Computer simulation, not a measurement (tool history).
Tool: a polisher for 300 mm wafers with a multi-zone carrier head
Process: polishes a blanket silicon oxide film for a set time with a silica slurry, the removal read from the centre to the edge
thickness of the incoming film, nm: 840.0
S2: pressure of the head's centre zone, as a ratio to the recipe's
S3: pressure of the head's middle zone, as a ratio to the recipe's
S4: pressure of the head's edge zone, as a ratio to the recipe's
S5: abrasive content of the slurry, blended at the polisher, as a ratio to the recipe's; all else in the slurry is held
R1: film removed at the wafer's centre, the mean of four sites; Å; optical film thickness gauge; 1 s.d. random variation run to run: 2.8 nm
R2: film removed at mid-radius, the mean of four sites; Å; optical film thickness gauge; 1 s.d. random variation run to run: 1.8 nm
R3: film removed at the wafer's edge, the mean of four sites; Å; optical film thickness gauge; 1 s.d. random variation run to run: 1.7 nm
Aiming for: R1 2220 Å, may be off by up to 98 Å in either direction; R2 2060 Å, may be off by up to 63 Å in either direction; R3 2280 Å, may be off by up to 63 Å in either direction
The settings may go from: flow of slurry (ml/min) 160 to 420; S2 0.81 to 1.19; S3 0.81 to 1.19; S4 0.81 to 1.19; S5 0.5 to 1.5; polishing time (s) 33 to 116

run 1 hour=0 | flow_of_slurry_(ml/min)=270 S2=1 S3=1 S4=1 S5=1 polishing_time_(s)=74 | R1=3213.5 R2=3228.6 R3=3261
run 2 hour=7.5 | flow_of_slurry_(ml/min)=210 S2=1 S3=1 S4=1 S5=1 polishing_time_(s)=74 | R1=3103.5 R2=3150.6 R3=3148.8
run 3 hour=14.8 | flow_of_slurry_(ml/min)=210 S2=1 S3=0.98 S4=0.99 S5=0.95 polishing_time_(s)=74 | R1=3034.2 R2=2998.6 R3=3091
run 4 hour=23.5 | flow_of_slurry_(ml/min)=210 S2=0.93 S3=0.98 S4=0.99 S5=0.95 polishing_time_(s)=74 | R1=2820.6 R2=3040.5 R3=3076.6
run 5 hour=24 | flow_of_slurry_(ml/min)=210 S2=0.93 S3=0.98 S4=0.99 S5=0.95 polishing_time_(s)=88 | R1=3413.7 R2=3550.6 R3=3657
run 6 hour=26.7 | flow_of_slurry_(ml/min)=205 S2=0.93 S3=0.97 S4=0.98 S5=0.9 polishing_time_(s)=86 | R1=3181.8 R2=3279.7 R3=3387.5
run 7 hour=32 | flow_of_slurry_(ml/min)=205 S2=0.93 S3=0.96 S4=0.97 S5=0.85 polishing_time_(s)=86 | R1=3034.9 R2=3159.8 R3=3247.1
run 8 hour=32.7 | flow_of_slurry_(ml/min)=185 S2=0.99 S3=0.86 S4=0.9 S5=0.6 polishing_time_(s)=76 | R1=2003.9 R2=1794.4 R3=1995.2
run 9 hour=37.3 | flow_of_slurry_(ml/min)=200 S2=0.99 S3=0.86 S4=0.91 S5=0.6 polishing_time_(s)=76 | R1=2022.6 R2=1825.5 R3=2018
run 10 hour=46.1 | flow_of_slurry_(ml/min)=275 S2=1.01 S3=0.9 S4=1.01 S5=0.65 polishing_time_(s)=76 | R1=2366.8 R2=2201.2 R3=2395.5
run 11 hour=49.5 | flow_of_slurry_(ml/min)=265 S2=0.99 S3=0.88 S4=0.99 S5=0.65 polishing_time_(s)=76 | R1=2327.3 R2=2138.6 R3=2348.7

Exactly one of the 4 candidate moves below puts every result within its allowed miss. Which one?
run A hour=52.9 | flow_of_slurry_(ml/min)=160 S2=1 S3=0.89 S4=1.02 S5=0.7 polishing_time_(s)=67 | R1=? R2=? R3=?
run B hour=52.9 | flow_of_slurry_(ml/min)=210 S2=1.02 S3=0.93 S4=1.07 S5=0.6 polishing_time_(s)=79 | R1=? R2=? R3=?
run C hour=52.9 | flow_of_slurry_(ml/min)=260 S2=0.95 S3=0.93 S4=1.04 S5=0.65 polishing_time_(s)=67 | R1=? R2=? R3=?
run D hour=52.9 | flow_of_slurry_(ml/min)=165 S2=0.83 S3=0.94 S4=1.05 S5=0.85 polishing_time_(s)=64 | R1=? R2=? R3=?

move=A R1=2019.1 R2=1875.6 R3=2130.9
move=B R1=2191.5 R2=2061.4 R3=2278.7
move=C R1=1968.9 R2=1964.9 R3=2124.6
move=D R1=1943.2 R2=2218.7 R3=2435
A: pushes the last run's worst result past its target
B: every result within its allowed miss
C: pushes the last run's worst result past its target
D: lands further from the targets than the last run did
Go with B: it meets all targets.

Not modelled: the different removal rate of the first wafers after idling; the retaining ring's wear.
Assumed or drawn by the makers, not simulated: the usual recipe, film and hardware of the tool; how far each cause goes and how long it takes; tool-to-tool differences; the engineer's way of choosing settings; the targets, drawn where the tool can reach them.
